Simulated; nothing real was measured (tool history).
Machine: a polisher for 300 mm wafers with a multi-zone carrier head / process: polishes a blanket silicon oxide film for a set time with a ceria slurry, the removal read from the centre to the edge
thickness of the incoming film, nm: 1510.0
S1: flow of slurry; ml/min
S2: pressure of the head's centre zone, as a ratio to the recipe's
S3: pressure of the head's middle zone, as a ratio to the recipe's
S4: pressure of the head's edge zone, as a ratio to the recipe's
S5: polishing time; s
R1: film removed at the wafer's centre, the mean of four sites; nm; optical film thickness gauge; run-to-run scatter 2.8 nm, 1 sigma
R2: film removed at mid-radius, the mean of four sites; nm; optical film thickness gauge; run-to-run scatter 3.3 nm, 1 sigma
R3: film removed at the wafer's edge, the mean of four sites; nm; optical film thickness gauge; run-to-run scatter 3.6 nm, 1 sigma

Run 1, hour 0.0: S1 280 ml/min, S2 1.00, S3 1.00, S4 1.00, S5 49 s. Result: R1 350.09 nm, R2 356.76 nm, R3 347.24 nm.
Run 2, hour 8.5: S1 275 ml/min, S2 0.97, S3 0.99, S4 0.99, S5 48 s. Result: R1 335.89 nm, R2 351.48 nm, R3 343.54 nm.
Run 3, hour 11.1: S1 275 ml/min, S2 0.97, S3 0.99, S4 0.99, S5 58 s. Result: R1 390.83 nm, R2 418.21 nm, R3 413.48 nm.
Run 4, hour 18.8: S1 275 ml/min, S2 0.97, S3 0.99, S4 0.93, S5 58 s. Result: R1 397.29 nm, R2 425.79 nm, R3 402.48 nm.
Run 5, hour 26.9: S1 275 ml/min, S2 0.97, S3 1.06, S4 0.93, S5 58 s. Result: R1 406.24 nm, R2 453.35 nm, R3 397.08 nm.
Run 6, hour 34.1: S1 275 ml/min, S2 0.97, S3 1.06, S4 0.93, S5 48 s. Result: R1 321.71 nm, R2 379.84 nm, R3 327.63 nm.
Run 7, hour 38.6: S1 275 ml/min, S2 0.96, S3 1.04, S4 0.93, S5 47 s. Result: R1 325.62 nm, R2 357.72 nm, R3 319.79 nm.
Run 8, hour 42.0: S1 270 ml/min, S2 0.94, S3 1.03, S4 0.93, S5 46 s. Result: R1 309.81 nm, R2 351.41 nm, R3 322.51 nm.
Run 9, hour 45.5: S1 270 ml/min, S2 0.93, S3 1.02, S4 0.93, S5 45 s. Result: R1 294.57 nm, R2 345.46 nm, R3 307.03 nm.

Expected results for the next run?
Run 10, hour 49.1: S1 270 ml/min, S2 0.92, S3 1.00, S4 0.93, S5 44 s. Result: R1 ?, R2 ?, R3 ?.

{"run 10": {"R1": 287.41, "R2": 330.07, "R3": 295.84}}
